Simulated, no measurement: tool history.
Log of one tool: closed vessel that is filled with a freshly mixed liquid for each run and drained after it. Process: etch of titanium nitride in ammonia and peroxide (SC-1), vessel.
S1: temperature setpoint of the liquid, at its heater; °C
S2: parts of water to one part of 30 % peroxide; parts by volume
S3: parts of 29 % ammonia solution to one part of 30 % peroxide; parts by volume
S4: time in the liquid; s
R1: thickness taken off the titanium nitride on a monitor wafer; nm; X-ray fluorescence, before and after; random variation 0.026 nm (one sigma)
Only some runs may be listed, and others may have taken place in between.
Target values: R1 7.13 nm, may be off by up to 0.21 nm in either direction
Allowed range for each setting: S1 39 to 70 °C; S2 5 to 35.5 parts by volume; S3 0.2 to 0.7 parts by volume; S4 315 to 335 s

run  hour    S1    S2   S3   S4      R1
  1     0    55  19.5  0.4  315  18.778
  2   2.5    55    13  0.4  315  23.459
  3   6.6    55    16  0.4  315  21.003
  4  10.6    55    10  0.4  315  27.116
  5  15.2    51  11.5  0.4  315  19.044
  6  16.9    51  11.5  0.4  335  20.238
  7  18.9    51  11.5  0.4  335  20.323
  8  19.8    48  12.5  0.4  335  15.828
  9  28.1    46  13.5  0.4  335  13.159
 10  32.8  44.5    14  0.4  335  11.511
 11    40    43  14.5  0.4  335  10.149
 12  41.7    39  17.5  0.4  335  6.8249

Which single option among these 4 for the next run brings every result within its allowed miss of target? Just one does.
  A  43.4  39.5  19.5  0.45  325   ?
  B  43.4  40.5    20   0.4  315   ?
  C  43.4  39.5  15.5  0.25  320   ?
  D  43.4    39  15.5  0.35  335   ?

move      R1
   A  6.5955
   B  6.6394
   C  6.6033
   D  7.0981
A: its largest miss is bigger than the last run's
B: its largest miss is bigger than the last run's
C: its largest miss is bigger than the last run's
D: every result lands within tolerance
Go with D: it meets all targets.
